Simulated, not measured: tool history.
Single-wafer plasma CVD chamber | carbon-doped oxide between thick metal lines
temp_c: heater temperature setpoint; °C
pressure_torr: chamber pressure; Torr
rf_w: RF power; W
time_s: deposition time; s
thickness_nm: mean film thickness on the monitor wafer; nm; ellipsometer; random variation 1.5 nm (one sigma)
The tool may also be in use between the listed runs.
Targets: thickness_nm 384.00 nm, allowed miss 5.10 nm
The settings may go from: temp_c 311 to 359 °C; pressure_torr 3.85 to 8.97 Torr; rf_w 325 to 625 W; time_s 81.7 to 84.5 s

Run 1, hour 0.0: temp_c 335 °C, pressure_torr 6.41 Torr, rf_w 475 W, time_s 81.7 s. Result: thickness_nm 454.04 nm.
Run 2, hour 8.0: temp_c 335 °C, pressure_torr 7.26 Torr, rf_w 475 W, time_s 81.7 s. Result: thickness_nm 458.09 nm.
Run 3, hour 12.1: temp_c 335 °C, pressure_torr 7.26 Torr, rf_w 475 W, time_s 84.5 s. Result: thickness_nm 476.69 nm.
Run 4, hour 16.2: temp_c 335 °C, pressure_torr 8.31 Torr, rf_w 475 W, time_s 84.5 s. Result: thickness_nm 478.95 nm.
Run 5, hour 21.5: temp_c 338 °C, pressure_torr 8.23 Torr, rf_w 450 W, time_s 84.4 s. Result: thickness_nm 459.70 nm.
Run 6, hour 27.2: temp_c 341 °C, pressure_torr 8.12 Torr, rf_w 430 W, time_s 84.3 s. Result: thickness_nm 443.48 nm.
Run 7, hour 31.9: temp_c 343 °C, pressure_torr 8.03 Torr, rf_w 415 W, time_s 84.2 s. Result: thickness_nm 433.80 nm.
Run 8, hour 37.9: temp_c 345 °C, pressure_torr 7.96 Torr, rf_w 400 W, time_s 84.1 s. Result: thickness_nm 420.99 nm.
Run 9, hour 42.4: temp_c 347 °C, pressure_torr 7.88 Torr, rf_w 390 W, time_s 84.1 s. Result: thickness_nm 411.01 nm.
Run 10, hour 45.6: temp_c 349 °C, pressure_torr 7.77 Torr, rf_w 385 W, time_s 84.1 s. Result: thickness_nm 406.34 nm.
Run 11, hour 47.6: temp_c 350 °C, pressure_torr 7.68 Torr, rf_w 380 W, time_s 84.1 s. Result: thickness_nm 405.00 nm.
Run 12, hour 53.6: temp_c 351 °C, pressure_torr 7.65 Torr, rf_w 375 W, time_s 84.1 s. Result: thickness_nm 400.15 nm.
Run 13, hour 54.6: temp_c 352 °C, pressure_torr 7.60 Torr, rf_w 370 W, time_s 84.1 s. Result: thickness_nm 394.32 nm.

Which of these 5 next moves meets every target?
Run A, hour 55.6: temp_c 353 °C, pressure_torr 8.12 Torr, rf_w 380 W, time_s 84.0 s. Result: thickness_nm ?.
Run B, hour 55.6: temp_c 349 °C, pressure_torr 8.61 Torr, rf_w 395 W, time_s 81.7 s. Result: thickness_nm ?.
Run C, hour 55.6: temp_c 346 °C, pressure_torr 7.24 Torr, rf_w 410 W, time_s 81.7 s. Result: thickness_nm ?.
Run D, hour 55.6: temp_c 346 °C, pressure_torr 8.19 Torr, rf_w 370 W, time_s 83.0 s. Result: thickness_nm ?.
Run E, hour 55.6: temp_c 336 °C, pressure_torr 7.05 Torr, rf_w 330 W, time_s 83.1 s. Result: thickness_nm ?.

move  thickness_nm
   A        404.10
   B        407.27
   C        413.57
   D        401.59
   E        385.23
A: further off than the last run
B: further off than the last run
C: further off than the last run
D: further off than the last run
E: meets every target
Move E is the one to make.

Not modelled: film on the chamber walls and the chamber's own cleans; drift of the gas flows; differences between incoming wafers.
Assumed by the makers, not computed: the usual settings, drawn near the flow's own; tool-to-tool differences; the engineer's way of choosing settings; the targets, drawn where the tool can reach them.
